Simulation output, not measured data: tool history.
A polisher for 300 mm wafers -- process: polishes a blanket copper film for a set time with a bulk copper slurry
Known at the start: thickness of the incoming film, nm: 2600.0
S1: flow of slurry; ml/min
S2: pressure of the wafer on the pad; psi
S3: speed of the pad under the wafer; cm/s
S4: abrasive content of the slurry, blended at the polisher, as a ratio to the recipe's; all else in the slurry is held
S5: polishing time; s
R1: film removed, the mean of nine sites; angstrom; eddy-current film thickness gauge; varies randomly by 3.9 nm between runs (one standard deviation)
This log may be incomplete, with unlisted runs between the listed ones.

| run | hour | S1 | S2 | S3 | S4 | S5 | R1 |
|---|---|---|---|---|---|---|---|
| 1 | 0.0 | 300 | 3.0 | 134 | 1.0 | 66 | 7093.4 |
| 2 | 1.1 | 300 | 3.6 | 134 | 1.0 | 66 | 8728.6 |
| 3 | 8.6 | 300 | 3.2 | 134 | 1.0 | 66 | 7671.9 |
| 4 | 13.9 | 300 | 2.9 | 134 | 1.0 | 66 | 6940.8 |
| 5 | 15.5 | 300 | 2.9 | 134 | 1.0 | 66 | 7011.7 |
| 6 | 19.4 | 300 | 2.6 | 134 | 1.0 | 66 | 6286.3 |
| 7 | 25.4 | 300 | 2.4 | 134 | 1.0 | 66 | 5741.3 |
| 8 | 32.3 | 295 | 1.8 | 134 | 1.0 | 66 | 4369.1 |
| 9 | 33.9 | 295 | 1.8 | 134 | 1.0 | 66 | 4359.5 |

Run 10 has not been measured yet. What should we expect?
| 10 | 39.5 | 295 | 1.8 | 134 | 1.0 | 66 | ? |

R1: 4404.3 angstrom

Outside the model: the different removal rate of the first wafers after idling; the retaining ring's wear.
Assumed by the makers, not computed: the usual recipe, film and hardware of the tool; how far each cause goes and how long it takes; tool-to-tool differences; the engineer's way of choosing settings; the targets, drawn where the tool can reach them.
